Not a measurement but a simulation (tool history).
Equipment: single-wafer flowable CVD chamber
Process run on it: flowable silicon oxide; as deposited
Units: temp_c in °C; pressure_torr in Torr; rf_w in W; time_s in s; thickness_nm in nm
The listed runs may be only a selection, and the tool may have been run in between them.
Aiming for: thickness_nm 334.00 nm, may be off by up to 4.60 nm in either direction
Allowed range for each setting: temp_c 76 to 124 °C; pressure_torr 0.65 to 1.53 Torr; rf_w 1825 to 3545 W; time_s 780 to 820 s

run,hour,temp_c,pressure_torr,rf_w,time_s,thickness_nm
1,0.0,100,1.09,2685,820,763.47
2,8.7,100,1.09,2685,780,730.93
3,16.2,100,1.09,2965,780,738.18
4,20.1,100,1.09,3230,780,742.13
5,21.7,103,1.09,3230,780,660.02
6,25.5,96,1.09,3230,780,857.13
7,27.4,108,1.09,3230,780,547.92
8,31.3,110,1.09,3230,780,507.82
9,36.7,111,1.09,3230,780,493.81
10,45.1,112,1.09,3230,780,472.14
11,53.6,113,1.09,3230,780,457.25
12,55.2,114,1.09,3230,780,440.94
13,62.2,115,1.09,3230,780,426.07

Next run, 5 choices. One meets every target within its allowed miss, the rest don't. Which?
A,69.2,121,1.05,3115,790,?
B,69.2,110,1.06,3435,820,?
C,69.2,116,0.84,3330,780,?
D,69.2,121,1.02,3370,790,?
E,69.2,119,0.92,2900,780,?

move,thickness_nm
A,344.42
B,525.57
C,320.56
D,336.52
E,314.27
A: gains on the last run, yet a result remains outside its allowed miss
B: the biggest miss grows against the last run
C: the result that was furthest off in the last run now lies on the other side of its target
D: all results in spec
E: the result that was furthest off in the last run now lies on the other side of its target
The move that meets every target is D.
